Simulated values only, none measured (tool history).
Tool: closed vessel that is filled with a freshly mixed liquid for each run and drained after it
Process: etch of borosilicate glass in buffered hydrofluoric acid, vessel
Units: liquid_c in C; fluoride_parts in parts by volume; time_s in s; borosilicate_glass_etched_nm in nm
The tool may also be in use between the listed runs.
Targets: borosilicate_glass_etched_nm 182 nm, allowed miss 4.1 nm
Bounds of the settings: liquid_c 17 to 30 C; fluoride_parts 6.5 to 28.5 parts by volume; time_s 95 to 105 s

{"run": 1, "day": 0.0, "liquid_c": 22, "fluoride_parts": 17.5, "time_s": 95, "borosilicate_glass_etched_nm": 72.45}
{"run": 2, "day": 0.179, "liquid_c": 19.5, "fluoride_parts": 17.5, "time_s": 95, "borosilicate_glass_etched_nm": 63.952}
{"run": 3, "day": 0.529, "liquid_c": 22.5, "fluoride_parts": 14.5, "time_s": 95, "borosilicate_glass_etched_nm": 88.752}
{"run": 4, "day": 0.579, "liquid_c": 24.5, "fluoride_parts": 12.5, "time_s": 95, "borosilicate_glass_etched_nm": 115.7}
{"run": 5, "day": 0.912, "liquid_c": 21.5, "fluoride_parts": 12.5, "time_s": 95, "borosilicate_glass_etched_nm": 98.596}
{"run": 6, "day": 1.133, "liquid_c": 25, "fluoride_parts": 12.5, "time_s": 95, "borosilicate_glass_etched_nm": 118.05}
{"day": 1.262, "done": "hydrofluoric acid flow meter replaced"}
{"run": 7, "day": 1.262, "liquid_c": 26.5, "fluoride_parts": 11.5, "time_s": 95, "borosilicate_glass_etched_nm": 123.75}
{"run": 8, "day": 1.45, "liquid_c": 27.5, "fluoride_parts": 10, "time_s": 95, "borosilicate_glass_etched_nm": 151.07}
{"run": 9, "day": 1.679, "liquid_c": 30, "fluoride_parts": 10, "time_s": 95, "borosilicate_glass_etched_nm": 172.3}

5 next moves are on the table. One of them brings every result within its allowed miss. Which?
{"run": "A", "day": 1.908, "liquid_c": 29.5, "fluoride_parts": 10, "time_s": 95, "borosilicate_glass_etched_nm": "?"}
{"run": "B", "day": 1.908, "liquid_c": 30, "fluoride_parts": 11, "time_s": 100, "borosilicate_glass_etched_nm": "?"}
{"run": "C", "day": 1.908, "liquid_c": 29.5, "fluoride_parts": 8.5, "time_s": 95, "borosilicate_glass_etched_nm": "?"}
{"run": "D", "day": 1.908, "liquid_c": 29, "fluoride_parts": 10, "time_s": 105, "borosilicate_glass_etched_nm": "?"}
{"run": "E", "day": 1.908, "liquid_c": 23.5, "fluoride_parts": 7.5, "time_s": 95, "borosilicate_glass_etched_nm": "?"}

move=A borosilicate_glass_etched_nm=168.15
move=B borosilicate_glass_etched_nm=165.39
move=C borosilicate_glass_etched_nm=191.56
move=D borosilicate_glass_etched_nm=181.09
move=E borosilicate_glass_etched_nm=160.42
A: further off than the last run
B: further off than the last run
C: takes the result that was furthest off past its target
D: meets every target
E: further off than the last run
Move D is the one to make.
